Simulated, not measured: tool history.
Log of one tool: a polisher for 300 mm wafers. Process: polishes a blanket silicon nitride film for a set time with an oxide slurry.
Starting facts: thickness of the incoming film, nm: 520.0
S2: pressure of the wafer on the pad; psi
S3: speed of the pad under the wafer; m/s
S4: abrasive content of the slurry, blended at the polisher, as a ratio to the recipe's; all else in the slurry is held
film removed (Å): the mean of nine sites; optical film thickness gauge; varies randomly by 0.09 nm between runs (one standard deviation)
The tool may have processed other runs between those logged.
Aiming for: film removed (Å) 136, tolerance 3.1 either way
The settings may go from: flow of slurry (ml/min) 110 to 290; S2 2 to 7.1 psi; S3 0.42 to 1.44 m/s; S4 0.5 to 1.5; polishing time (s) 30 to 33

run 1 hour=0 | flow_of_slurry_(ml/min)=185 S2=4.5 S3=0.92 S4=1 polishing_time_(s)=33 | film_removed_(Å)=228.48
run 2 hour=7.3 | flow_of_slurry_(ml/min)=185 S2=4.5 S3=0.92 S4=1 polishing_time_(s)=30 | film_removed_(Å)=206.5
run 3 hour=12.6 | flow_of_slurry_(ml/min)=205 S2=4.5 S3=0.92 S4=1 polishing_time_(s)=30 | film_removed_(Å)=211.37
run 4 hour=19.2 | flow_of_slurry_(ml/min)=205 S2=4.5 S3=0.92 S4=1 polishing_time_(s)=30 | film_removed_(Å)=211.57
run 5 hour=20.3 | flow_of_slurry_(ml/min)=205 S2=4.2 S3=0.92 S4=1 polishing_time_(s)=30 | film_removed_(Å)=196.62
run 6 hour=28.1 | flow_of_slurry_(ml/min)=205 S2=3.9 S3=0.92 S4=1 polishing_time_(s)=30 | film_removed_(Å)=182.69
run 7 hour=33.3 | flow_of_slurry_(ml/min)=205 S2=3.7 S3=0.92 S4=1 polishing_time_(s)=30 | film_removed_(Å)=173.05
run 8 hour=35.8 | flow_of_slurry_(ml/min)=205 S2=3.5 S3=0.92 S4=1 polishing_time_(s)=30 | film_removed_(Å)=163.97
run 9 hour=37.9 | flow_of_slurry_(ml/min)=200 S2=3.4 S3=0.92 S4=1 polishing_time_(s)=30 | film_removed_(Å)=160.32
run 10 hour=43.8 | flow_of_slurry_(ml/min)=165 S2=2.6 S3=0.92 S4=1 polishing_time_(s)=30 | film_removed_(Å)=118.68
run 11 hour=51.7 | flow_of_slurry_(ml/min)=175 S2=2.6 S3=0.92 S4=1 polishing_time_(s)=30 | film_removed_(Å)=119.36
run 12 hour=57.2 | flow_of_slurry_(ml/min)=185 S2=2.6 S3=0.92 S4=1 polishing_time_(s)=30 | film_removed_(Å)=123.94
-- hour=58.6 slurry nozzle cleaned
run 13 hour=58.6 | flow_of_slurry_(ml/min)=190 S2=2.6 S3=0.92 S4=1 polishing_time_(s)=30 | film_removed_(Å)=128.18
run 14 hour=63.3 | flow_of_slurry_(ml/min)=195 S2=2.6 S3=0.92 S4=1 polishing_time_(s)=30 | film_removed_(Å)=129.45
run 15 hour=65 | flow_of_slurry_(ml/min)=200 S2=2.6 S3=0.92 S4=1 polishing_time_(s)=30 | film_removed_(Å)=128.46
run 16 hour=70.6 | flow_of_slurry_(ml/min)=205 S2=2.6 S3=0.92 S4=1 polishing_time_(s)=30 | film_removed_(Å)=127.54
run 17 hour=73.8 | flow_of_slurry_(ml/min)=210 S2=2.6 S3=0.92 S4=1 polishing_time_(s)=30 | film_removed_(Å)=127.26
run 18 hour=79.3 | flow_of_slurry_(ml/min)=215 S2=2.6 S3=0.92 S4=1 polishing_time_(s)=30 | film_removed_(Å)=130.91

Next run, 5 choices. One meets every target within its allowed miss, the rest don't. Which?
run A hour=84.8 | flow_of_slurry_(ml/min)=250 S2=2.1 S3=1 S4=1.15 polishing_time_(s)=33 | film_removed_(Å)=?
run B hour=84.8 | flow_of_slurry_(ml/min)=215 S2=2.7 S3=0.92 S4=0.85 polishing_time_(s)=32 | film_removed_(Å)=?
run C hour=84.8 | flow_of_slurry_(ml/min)=175 S2=3.2 S3=0.92 S4=0.9 polishing_time_(s)=30 | film_removed_(Å)=?
run D hour=84.8 | flow_of_slurry_(ml/min)=225 S2=2.6 S3=0.82 S4=0.95 polishing_time_(s)=33 | film_removed_(Å)=?
run E hour=84.8 | flow_of_slurry_(ml/min)=220 S2=2.3 S3=0.66 S4=1.5 polishing_time_(s)=33 | film_removed_(Å)=?

move=A film_removed_(Å)=136.37
move=B film_removed_(Å)=126.4
move=C film_removed_(Å)=141.86
move=D film_removed_(Å)=128.38
move=E film_removed_(Å)=128.63
A: meets every target
B: further off than the last run
C: pushes the last run's worst result past its target
D: further off than the last run
E: further off than the last run
A meets every target.
